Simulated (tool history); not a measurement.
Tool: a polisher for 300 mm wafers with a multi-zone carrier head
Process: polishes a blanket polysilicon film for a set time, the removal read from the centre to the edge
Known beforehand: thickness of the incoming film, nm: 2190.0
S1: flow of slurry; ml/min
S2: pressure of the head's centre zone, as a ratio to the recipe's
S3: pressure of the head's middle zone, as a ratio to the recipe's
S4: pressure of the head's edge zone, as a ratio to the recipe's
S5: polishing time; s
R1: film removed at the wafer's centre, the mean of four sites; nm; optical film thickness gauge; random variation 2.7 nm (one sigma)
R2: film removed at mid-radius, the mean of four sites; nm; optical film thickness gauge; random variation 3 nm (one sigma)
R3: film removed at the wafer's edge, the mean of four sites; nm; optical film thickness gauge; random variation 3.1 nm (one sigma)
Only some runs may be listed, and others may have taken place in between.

| run | hour | S1 | S2 | S3 | S4 | S5 | R1 | R2 | R3 |
|---|---|---|---|---|---|---|---|---|---|
| 1 | 0.0 | 165 | 1.00 | 1.00 | 1.00 | 39 | 350.21 | 347.14 | 365.49 |
| 2 | 1.6 | 165 | 1.00 | 1.00 | 1.00 | 31 | 272.13 | 282.06 | 292.53 |
| 3 | 4.1 | 155 | 0.98 | 0.99 | 0.99 | 31 | 265.10 | 275.94 | 286.22 |
| 4 | 7.5 | 155 | 0.93 | 0.99 | 0.99 | 31 | 247.89 | 277.66 | 290.89 |
| 5 | 12.1 | 155 | 0.93 | 0.95 | 0.99 | 31 | 251.97 | 266.10 | 288.61 |
| 6 | 15.1 | 155 | 0.99 | 0.95 | 0.99 | 31 | 269.92 | 266.49 | 291.64 |
| 7 | 15.8 | 120 | 0.90 | 0.98 | 0.92 | 30 | 224.05 | 244.70 | 255.70 |
| 8 | 19.5 | 120 | 0.90 | 0.98 | 0.92 | 30 | 223.59 | 249.13 | 255.79 |
| 9 | 27.1 | 120 | 0.90 | 0.98 | 0.92 | 30 | 219.71 | 252.82 | 261.62 |

Forecast run 10:
| 10 | 34.7 | 120 | 0.90 | 0.98 | 0.92 | 30 | ? | ? | ? |

{"run 10": {"R1": 221.36, "R2": 248.66, "R3": 262.3}}
